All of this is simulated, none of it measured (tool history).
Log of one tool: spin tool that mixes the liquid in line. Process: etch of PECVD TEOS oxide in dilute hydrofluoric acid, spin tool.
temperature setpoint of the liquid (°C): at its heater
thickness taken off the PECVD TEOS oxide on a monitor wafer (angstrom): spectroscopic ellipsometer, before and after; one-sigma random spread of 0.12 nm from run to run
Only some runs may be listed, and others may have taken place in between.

run,hour,temperature setpoint of the liquid (°C),parts of water to one part of 49 % hydrofluoric acid (parts by volume),time under the liquid (s),thickness taken off the PECVD TEOS oxide on a monitor wafer (angstrom)
1,0,23,265,210,93.829
2,2.4,23,265,210,93.055
3,3.4,23,315,210,74.62
4,5.4,25.5,315,210,82.523
5,6.9,27,315,210,85.466
6,14.1,27,405,210,61.544
7,18.6,27.5,375,210,69.019
8,20.2,28,350,210,77.093

What does the tool deliver on the next run?
9,22.5,28.5,330,210,?

Run 9 yielded thickness taken off the PECVD TEOS oxide on a monitor wafer (angstrom) 85.432.
